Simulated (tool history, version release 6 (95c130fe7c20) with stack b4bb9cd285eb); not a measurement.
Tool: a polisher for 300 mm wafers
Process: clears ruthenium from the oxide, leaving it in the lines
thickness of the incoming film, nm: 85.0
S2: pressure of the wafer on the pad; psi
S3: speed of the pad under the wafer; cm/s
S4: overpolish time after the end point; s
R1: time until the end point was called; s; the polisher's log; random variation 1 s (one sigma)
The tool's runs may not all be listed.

Run 1, day 0.000: flow of slurry (ml/min) 270, S2 2.2 psi, S3 96 cm/s, S4 39 s. Result: R1 77.483 s.
Run 2, day 0.225: flow of slurry (ml/min) 270, S2 2.1 psi, S3 96 cm/s, S4 39 s. Result: R1 80.348 s.
Run 3, day 0.408: flow of slurry (ml/min) 270, S2 2.1 psi, S3 96 cm/s, S4 39 s. Result: R1 79.947 s.
Run 4, day 0.771: flow of slurry (ml/min) 270, S2 2.1 psi, S3 114 cm/s, S4 39 s. Result: R1 68.234 s.
Run 5, day 1.071: flow of slurry (ml/min) 270, S2 2.1 psi, S3 114 cm/s, S4 41 s. Result: R1 67.173 s.
Run 6, day 1.338: flow of slurry (ml/min) 270, S2 2.1 psi, S3 114 cm/s, S4 39 s. Result: R1 68.445 s.
Run 7, day 1.479: flow of slurry (ml/min) 270, S2 2.0 psi, S3 114 cm/s, S4 39 s. Result: R1 71.066 s.
Run 8, day 1.596: flow of slurry (ml/min) 270, S2 1.9 psi, S3 114 cm/s, S4 39 s. Result: R1 73.599 s.

The next listed run, before its measurement:
Run 9, day 1.633: flow of slurry (ml/min) 270, S2 1.8 psi, S3 114 cm/s, S4 39 s. Result: R1 ?.

{"run 9": {"R1": 75.809}}
